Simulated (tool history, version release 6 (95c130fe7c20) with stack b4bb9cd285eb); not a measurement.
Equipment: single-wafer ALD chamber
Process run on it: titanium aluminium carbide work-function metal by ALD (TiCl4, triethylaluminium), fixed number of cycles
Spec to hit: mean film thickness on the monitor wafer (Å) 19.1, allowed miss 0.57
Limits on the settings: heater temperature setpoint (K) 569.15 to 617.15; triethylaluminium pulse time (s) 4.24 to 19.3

run	hour	heater temperature setpoint (K)	triethylaluminium pulse time (s)	mean film thickness on the monitor wafer (Å)
1	0	593.15	11.77	22.416
2	2.8	590.15	10.68	21.925
3	7.3	587.15	9.84	21.46
4	16.3	595.15	9.84	22.201
5	21.4	591.15	9.1	21.558
6	22.2	589.15	8.47	20.889
7	30.3	587.15	8.17	20.483
8	38.7	575.15	6.25	17.426
9	40.6	576.15	6.35	17.615
10	41.1	588.15	8.91	21.102
11	45.6	587.15	8.78	20.937
12	51.7	586.15	8.65	20.727
13	52.3	585.15	8.53	20.668
14	57.6	584.15	8.38	20.434
15	61.7	583.15	8.25	20.176
16	65.9	583.15	8.25	20.167
17	67.7	582.15	8.15	20.022
18	68.7	581.15	8.05	19.836
19	70.7	573.15	6.81	17.911

Exactly one of the 4 candidate moves below puts every result within its allowed miss. Which one?
A	72.7	575.15	10.52	?
B	72.7	585.15	8.51	?
C	72.7	575.15	7.78	?
D	72.7	570.15	7.3	?

move	mean film thickness on the monitor wafer (Å)
A	20.446
B	20.608
C	19.122
D	18.23
A: takes the biggest miss from the last run beyond its target
B: takes the biggest miss from the last run beyond its target
C: all results land within tolerance of their targets
D: gains on the last run, yet a result remains outside its allowed miss
So the answer is move C, the one that meets all the targets.
